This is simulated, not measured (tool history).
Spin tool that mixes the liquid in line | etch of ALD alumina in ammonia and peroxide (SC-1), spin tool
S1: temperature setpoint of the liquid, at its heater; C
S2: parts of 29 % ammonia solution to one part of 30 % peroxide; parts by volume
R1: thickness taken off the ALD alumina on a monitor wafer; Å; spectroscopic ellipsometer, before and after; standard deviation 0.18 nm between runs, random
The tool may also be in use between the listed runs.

{"run": 1, "day": 0.0, "S1": 62, "S2": 0.85, "time under the liquid (s)": 230, "R1": 261.08}
{"run": 2, "day": 0.367, "S1": 63.5, "S2": 0.85, "time under the liquid (s)": 230, "R1": 279.47}
{"run": 3, "day": 0.608, "S1": 64.5, "S2": 0.85, "time under the liquid (s)": 230, "R1": 294.98}
{"run": 4, "day": 0.946, "S1": 64.5, "S2": 0.85, "time under the liquid (s)": 230, "R1": 293.92}
{"run": 5, "day": 1.021, "S1": 64.5, "S2": 1, "time under the liquid (s)": 230, "R1": 300.67}
{"run": 6, "day": 1.267, "S1": 64.5, "S2": 1, "time under the liquid (s)": 230, "R1": 300.3}
{"run": 7, "day": 1.621, "S1": 65.5, "S2": 1, "time under the liquid (s)": 230, "R1": 313.62}

What does the tool deliver on the next run?
{"run": 8, "day": 1.892, "S1": 66.5, "S2": 1, "time under the liquid (s)": 230, "R1": "?"}

For run 8 the tool returned R1 328.79 Å.
